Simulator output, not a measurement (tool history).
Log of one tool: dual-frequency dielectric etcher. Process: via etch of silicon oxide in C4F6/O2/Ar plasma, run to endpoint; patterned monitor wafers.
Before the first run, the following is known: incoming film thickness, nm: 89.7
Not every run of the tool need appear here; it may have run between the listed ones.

run	hour	bias power (W)	source power (W)	Ar flow (sccm)	endpoint time (s)
1	0	392	440	411	20.315
2	1.2	421	440	411	19.898
3	9.3	421	380	411	21.746
4	10	421	380	355	21.158
5	13.5	421	330	355	23.657
6	22	438	350	353	22.037
7	29.5	516	400	344	18.857
8	33.6	516	400	344	18.907
9	40.5	520	400	344	18.818
10	44.1	524	400	344	18.849
11	49.6	527	400	344	18.669
12	52.8	530	400	344	18.64

What will run 13 give?
13	53.6	533	400	344	?

{"run 13": {"endpoint time (s)": 18.566}}
